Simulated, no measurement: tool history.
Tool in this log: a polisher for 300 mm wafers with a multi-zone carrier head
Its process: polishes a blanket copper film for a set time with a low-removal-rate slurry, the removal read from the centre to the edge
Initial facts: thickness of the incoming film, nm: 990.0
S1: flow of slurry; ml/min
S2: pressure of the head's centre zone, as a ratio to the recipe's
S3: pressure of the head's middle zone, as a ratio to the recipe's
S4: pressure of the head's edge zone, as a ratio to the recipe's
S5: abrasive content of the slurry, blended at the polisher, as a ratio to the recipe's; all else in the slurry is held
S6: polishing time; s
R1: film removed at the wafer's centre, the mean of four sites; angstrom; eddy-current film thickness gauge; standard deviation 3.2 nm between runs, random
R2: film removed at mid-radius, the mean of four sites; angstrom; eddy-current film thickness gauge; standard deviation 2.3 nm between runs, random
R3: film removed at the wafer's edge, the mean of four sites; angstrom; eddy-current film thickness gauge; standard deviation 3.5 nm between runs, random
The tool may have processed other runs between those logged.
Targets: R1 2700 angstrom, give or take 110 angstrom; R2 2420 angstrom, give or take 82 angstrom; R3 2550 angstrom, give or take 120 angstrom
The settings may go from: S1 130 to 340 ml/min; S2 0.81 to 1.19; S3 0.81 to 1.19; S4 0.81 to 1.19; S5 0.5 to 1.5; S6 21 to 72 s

{"run": 1, "hour": 0.0, "S1": 220, "S2": 1, "S3": 1, "S4": 1, "S5": 1, "S6": 46, "R1": 1654.4, "R2": 1684.4, "R3": 1656}
{"run": 2, "hour": 7.5, "S1": 220, "S2": 1, "S3": 1, "S4": 1, "S5": 1.2, "S6": 46, "R1": 1732.7, "R2": 1743.6, "R3": 1737.2}
{"run": 3, "hour": 14.6, "S1": 270, "S2": 1, "S3": 1, "S4": 1, "S5": 1.2, "S6": 46, "R1": 1733.1, "R2": 1778.3, "R3": 1782.7}
{"run": 4, "hour": 19.6, "S1": 275, "S2": 1.05, "S3": 1.01, "S4": 1.03, "S5": 1.3, "S6": 50, "R1": 2044.6, "R2": 1991, "R3": 2019.3}
{"run": 5, "hour": 22.7, "S1": 325, "S2": 1.05, "S3": 1.01, "S4": 1.03, "S5": 1.3, "S6": 50, "R1": 2039.8, "R2": 2035.3, "R3": 2065.7}
{"run": 6, "hour": 26.1, "S1": 325, "S2": 1.05, "S3": 1.01, "S4": 1.03, "S5": 1.2, "S6": 50, "R1": 2022.6, "R2": 2008.6, "R3": 1991.6}
{"run": 7, "hour": 33.2, "S1": 320, "S2": 1.08, "S3": 1.01, "S4": 1.05, "S5": 1.3, "S6": 52, "R1": 2189.6, "R2": 2064.1, "R3": 2089.8}
{"run": 8, "hour": 34.0, "S1": 315, "S2": 1.11, "S3": 1.02, "S4": 1.12, "S5": 1.5, "S6": 61, "R1": 2666.9, "R2": 2487.1, "R3": 2689.4}
{"run": 9, "hour": 35.5, "S1": 315, "S2": 1.12, "S3": 1.02, "S4": 1.11, "S5": 1.45, "S6": 61, "R1": 2650.3, "R2": 2471.8, "R3": 2598.6}
{"run": 10, "hour": 43.4, "S1": 315, "S2": 1.13, "S3": 1.02, "S4": 1.11, "S5": 1.45, "S6": 61, "R1": 2756.5, "R2": 2457.5, "R3": 2567.2}

Next run, 5 choices. One meets every target within its allowed miss, the rest don't. Which?
{"run": "A", "hour": 51.3, "S1": 340, "S2": 1.04, "S3": 1.03, "S4": 1.13, "S5": 1.5, "S6": 59, "R1": "?", "R2": "?", "R3": "?"}
{"run": "B", "hour": 51.3, "S1": 300, "S2": 1.18, "S3": 1.08, "S4": 1.04, "S5": 1.2, "S6": 63, "R1": "?", "R2": "?", "R3": "?"}
{"run": "C", "hour": 51.3, "S1": 305, "S2": 1.17, "S3": 0.93, "S4": 1.13, "S5": 1.45, "S6": 64, "R1": "?", "R2": "?", "R3": "?"}
{"run": "D", "hour": 51.3, "S1": 335, "S2": 1.09, "S3": 0.96, "S4": 1.05, "S5": 1.5, "S6": 61, "R1": "?", "R2": "?", "R3": "?"}
{"run": "E", "hour": 51.3, "S1": 310, "S2": 0.99, "S3": 0.99, "S4": 1.13, "S5": 1.45, "S6": 64, "R1": "?", "R2": "?", "R3": "?"}

move=A R1=2564.3 R2=2483.3 R3=2602.6
move=B R1=2855.2 R2=2598.8 R3=2521.2
move=C R1=3000.8 R2=2446.6 R3=2788.1
move=D R1=2746.1 R2=2426.5 R3=2593.2
move=E R1=2635.8 R2=2574 R3=2788.8
A: takes the result that was furthest off past its target
B: misses by more than the last run did
C: misses by more than the last run did
D: each result inside its tolerance
E: brings the result that was furthest off to its target, and leaves another outside
The move that meets every target is D.
